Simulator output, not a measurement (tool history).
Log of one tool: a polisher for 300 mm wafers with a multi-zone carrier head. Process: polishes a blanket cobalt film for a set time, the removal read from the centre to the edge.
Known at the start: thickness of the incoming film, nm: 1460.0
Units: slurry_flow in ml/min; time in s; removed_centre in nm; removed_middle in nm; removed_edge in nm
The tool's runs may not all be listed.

Run 1, hour 0.0: slurry_flow 125 ml/min, centre_zone 1.00, middle_zone 1.00, edge_zone 1.00, time 54 s. Result: removed_centre 205.15 nm, removed_middle 202.33 nm, removed_edge 213.51 nm.
Run 2, hour 8.4: slurry_flow 130 ml/min, centre_zone 1.00, middle_zone 1.01, edge_zone 1.03, time 57 s. Result: removed_centre 212.99 nm, removed_middle 219.39 nm, removed_edge 231.23 nm.
Run 3, hour 16.3: slurry_flow 130 ml/min, centre_zone 1.00, middle_zone 1.08, edge_zone 1.03, time 57 s. Result: removed_centre 214.61 nm, removed_middle 232.51 nm, removed_edge 229.93 nm.
Run 4, hour 24.9: slurry_flow 135 ml/min, centre_zone 1.01, middle_zone 1.07, edge_zone 1.06, time 59 s. Result: removed_centre 230.09 nm, removed_middle 241.75 nm, removed_edge 244.52 nm.
Run 5, hour 27.6: slurry_flow 135 ml/min, centre_zone 1.01, middle_zone 1.07, edge_zone 1.06, time 53 s. Result: removed_centre 208.15 nm, removed_middle 215.71 nm, removed_edge 222.96 nm.
Run 6, hour 35.5: slurry_flow 145 ml/min, centre_zone 1.01, middle_zone 1.06, edge_zone 1.09, time 56 s. Result: removed_centre 226.84 nm, removed_middle 232.58 nm, removed_edge 238.68 nm.
Run 7, hour 43.0: slurry_flow 140 ml/min, centre_zone 1.01, middle_zone 1.05, edge_zone 1.11, time 59 s. Result: removed_centre 230.10 nm, removed_middle 241.28 nm, removed_edge 253.79 nm.

The next listed run, before its measurement:
Run 8, hour 43.9: slurry_flow 170 ml/min, centre_zone 1.05, middle_zone 1.02, edge_zone 1.19, time 71 s. Result: removed_centre ?, removed_middle ?, removed_edge ?.

{"run 8": {"removed_centre": 317.66, "removed_middle": 299.85, "removed_edge": 325.12}}

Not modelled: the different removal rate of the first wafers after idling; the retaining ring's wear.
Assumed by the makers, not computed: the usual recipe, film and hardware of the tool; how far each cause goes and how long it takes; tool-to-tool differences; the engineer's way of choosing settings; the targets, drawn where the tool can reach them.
